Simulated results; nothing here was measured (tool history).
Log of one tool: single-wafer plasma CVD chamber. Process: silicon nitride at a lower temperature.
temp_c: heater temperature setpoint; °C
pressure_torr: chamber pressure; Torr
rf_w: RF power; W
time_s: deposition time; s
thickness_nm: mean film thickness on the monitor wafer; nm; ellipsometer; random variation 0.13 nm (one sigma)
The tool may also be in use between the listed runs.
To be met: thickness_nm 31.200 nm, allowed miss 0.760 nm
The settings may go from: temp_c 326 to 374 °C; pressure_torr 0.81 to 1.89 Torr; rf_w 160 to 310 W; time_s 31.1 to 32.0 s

run	hour	temp_c	pressure_torr	rf_w	time_s	thickness_nm
1	0.0	350	1.35	235	31.1	27.110
2	8.8	350	1.51	235	31.1	27.991
3	15.9	350	1.57	240	31.1	28.638
4	24.1	350	1.42	240	31.1	27.738
5	31.0	350	1.50	245	31.1	28.637
6	36.9	350	1.66	245	31.1	29.329
7	40.3	350	1.69	250	31.1	29.991
8	42.8	350	1.72	250	31.1	30.123
9	45.5	350	1.74	250	31.1	30.182
10	52.4	350	1.76	250	31.1	30.288

Which of these 4 next moves meets every target?
A	59.3	331	1.74	230	32.0	?
B	59.3	350	1.76	250	32.0	?
C	59.3	339	1.71	235	32.0	?
D	59.3	342	1.89	225	32.0	?

move	thickness_nm
A	29.355
B	31.137
C	29.642
D	29.222
A: further off than the last run
B: meets every target
C: further off than the last run
D: further off than the last run
Answer: B
